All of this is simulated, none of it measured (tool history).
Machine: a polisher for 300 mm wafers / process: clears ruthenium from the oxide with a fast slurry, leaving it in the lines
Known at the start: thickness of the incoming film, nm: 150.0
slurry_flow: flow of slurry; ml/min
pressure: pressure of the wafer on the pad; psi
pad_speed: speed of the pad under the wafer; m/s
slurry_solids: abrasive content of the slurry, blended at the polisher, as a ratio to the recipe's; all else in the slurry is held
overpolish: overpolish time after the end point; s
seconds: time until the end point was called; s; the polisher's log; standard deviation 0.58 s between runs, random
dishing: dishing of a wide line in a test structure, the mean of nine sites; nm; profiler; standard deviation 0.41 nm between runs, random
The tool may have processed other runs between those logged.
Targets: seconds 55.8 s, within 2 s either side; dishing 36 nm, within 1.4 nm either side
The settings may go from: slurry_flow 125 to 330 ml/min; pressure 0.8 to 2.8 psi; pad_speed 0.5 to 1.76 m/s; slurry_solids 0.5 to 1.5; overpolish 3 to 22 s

run	hour	slurry_flow	pressure	pad_speed	slurry_solids	overpolish	seconds	dishing
1	0	210	1.8	1.12	1	11	44.505	32.424
2	5.5	210	1.5	1.12	1	11	52.262	26.97
3	6.3	255	1.5	1.12	1	11	50.232	27.321
4	9.4	255	1.9	1.12	1	11	40.85	34.586
5	14.4	305	1.9	1.12	1	11	40.607	34.841
6	15.5	305	1.9	1.32	1	11	34.825	39.699
7	16.9	305	1.8	1.32	1	12	36.24	41.174
8	21.7	305	1.7	1.32	1	12	38.023	39.25
9	22.6	305	1.6	1.32	1	12	39.923	37.619
10	27.7	305	1.5	1.32	1	12	43.9	35.052
# hour 34.5: slurry nozzle cleaned
11	34.5	305	1.3	1.32	1	14	48.174	37.25

Which one of the following 4 next-run settings gets every result inside its allowed miss? There is exactly one.
A	41.3	305	1	1.32	1.05	19	?	?
B	41.3	310	0.9	1.46	1.2	17	?	?
C	41.3	325	1.1	1.24	0.95	17	?	?
D	41.3	325	1.3	1.18	0.9	16	?	?

move	seconds	dishing
A	59.259	39.897
B	55.466	38.293
C	60.452	35.389
D	55.811	36.021
A: takes the result that was furthest off past its target
B: corrects the largest miss of the last run, while another result sits out of spec
C: takes the result that was furthest off past its target
D: all results land within tolerance of their targets
D is the move that brings every result within its allowed miss.

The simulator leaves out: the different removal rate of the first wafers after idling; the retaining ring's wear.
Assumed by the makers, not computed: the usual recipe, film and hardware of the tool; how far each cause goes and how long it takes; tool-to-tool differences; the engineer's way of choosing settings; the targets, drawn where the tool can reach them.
